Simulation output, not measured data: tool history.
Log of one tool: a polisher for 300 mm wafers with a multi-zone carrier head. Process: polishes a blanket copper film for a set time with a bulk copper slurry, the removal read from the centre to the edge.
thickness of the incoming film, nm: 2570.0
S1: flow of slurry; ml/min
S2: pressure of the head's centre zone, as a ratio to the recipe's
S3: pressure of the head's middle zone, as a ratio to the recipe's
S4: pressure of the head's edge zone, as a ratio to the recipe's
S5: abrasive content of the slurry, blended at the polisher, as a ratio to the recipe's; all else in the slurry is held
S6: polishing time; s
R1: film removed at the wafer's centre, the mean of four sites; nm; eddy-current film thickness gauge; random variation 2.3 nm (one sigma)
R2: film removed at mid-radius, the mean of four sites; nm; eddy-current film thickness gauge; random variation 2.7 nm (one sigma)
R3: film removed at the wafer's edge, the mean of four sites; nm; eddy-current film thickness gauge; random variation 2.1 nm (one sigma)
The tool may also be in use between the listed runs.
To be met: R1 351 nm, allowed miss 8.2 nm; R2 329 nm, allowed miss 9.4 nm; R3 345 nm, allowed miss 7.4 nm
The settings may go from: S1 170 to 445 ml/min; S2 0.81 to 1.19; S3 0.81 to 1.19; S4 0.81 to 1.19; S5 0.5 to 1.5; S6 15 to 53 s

{"run": 1, "hour": 0.0, "S1": 285, "S2": 1, "S3": 1, "S4": 1, "S5": 1, "S6": 34, "R1": 234.82, "R2": 235.1, "R3": 237.93}
{"run": 2, "hour": 8.8, "S1": 285, "S2": 1, "S3": 1, "S4": 1, "S5": 0.85, "S6": 34, "R1": 233.12, "R2": 228.55, "R3": 230.86}
{"run": 3, "hour": 10.0, "S1": 285, "S2": 1, "S3": 1, "S4": 1, "S5": 0.95, "S6": 34, "R1": 233.99, "R2": 233.05, "R3": 235.19}
{"run": 4, "hour": 17.0, "S1": 300, "S2": 1.04, "S3": 1.01, "S4": 1.04, "S5": 1.1, "S6": 35, "R1": 260.34, "R2": 248.59, "R3": 252.3}
{"run": 5, "hour": 19.9, "S1": 300, "S2": 1.04, "S3": 1.01, "S4": 1.09, "S5": 1.1, "S6": 35, "R1": 259.27, "R2": 251.69, "R3": 258.22}
{"run": 6, "hour": 22.8, "S1": 300, "S2": 1.05, "S3": 1.01, "S4": 1.11, "S5": 1.2, "S6": 37, "R1": 280.76, "R2": 265.44, "R3": 280.57}
{"run": 7, "hour": 24.6, "S1": 305, "S2": 1.06, "S3": 1.02, "S4": 1.12, "S5": 1.25, "S6": 38, "R1": 294.13, "R2": 279.4, "R3": 288.2}
{"run": 8, "hour": 25.3, "S1": 315, "S2": 1.07, "S3": 0.99, "S4": 1.19, "S5": 1.5, "S6": 43, "R1": 346.13, "R2": 321.81, "R3": 352.92}

Which of these 4 next moves meets every target?
{"run": "A", "hour": 26.0, "S1": 335, "S2": 1.02, "S3": 0.93, "S4": 1.19, "S5": 1.5, "S6": 45, "R1": "?", "R2": "?", "R3": "?"}
{"run": "B", "hour": 26.0, "S1": 300, "S2": 1.06, "S3": 0.98, "S4": 1.1, "S5": 1.5, "S6": 44, "R1": "?", "R2": "?", "R3": "?"}
{"run": "C", "hour": 26.0, "S1": 285, "S2": 1.03, "S3": 1.01, "S4": 1.19, "S5": 1.5, "S6": 44, "R1": "?", "R2": "?", "R3": "?"}
{"run": "D", "hour": 26.0, "S1": 360, "S2": 1.02, "S3": 0.85, "S4": 1.19, "S5": 1.5, "S6": 45, "R1": "?", "R2": "?", "R3": "?"}

move=A R1=347 R2=329.29 R3=368.88
move=B R1=349.09 R2=326.67 R3=343.7
move=C R1=337.42 R2=329.78 R3=356.55
move=D R1=349.09 R2=318.28 R3=370.74
A: further off than the last run
B: meets every target
C: further off than the last run
D: further off than the last run
Answer: B
